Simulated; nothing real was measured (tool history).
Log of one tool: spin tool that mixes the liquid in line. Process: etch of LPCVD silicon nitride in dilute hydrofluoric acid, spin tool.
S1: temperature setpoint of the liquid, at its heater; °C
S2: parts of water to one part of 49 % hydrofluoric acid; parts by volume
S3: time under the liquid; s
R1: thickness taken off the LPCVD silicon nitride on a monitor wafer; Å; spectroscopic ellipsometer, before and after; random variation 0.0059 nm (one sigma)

| run | day | S1 | S2 | S3 | R1 |
|---|---|---|---|---|---|
| 1 | 0.000 | 21.0 | 70 | 80 | 4.6775 |
| 2 | 0.225 | 21.0 | 70 | 60 | 3.3990 |
| 3 | 0.275 | 21.0 | 70 | 80 | 4.6930 |
| 4 | 0.396 | 20.5 | 75 | 80 | 4.2014 |
| 5 | 0.546 | 23.5 | 75 | 80 | 5.0344 |
| 6 | 0.775 | 22.5 | 80 | 80 | 4.3856 |

The next listed run, before its measurement:
| 7 | 0.979 | 21.5 | 80 | 80 | ? |

Run 7 gave R1 4.2111 Å.
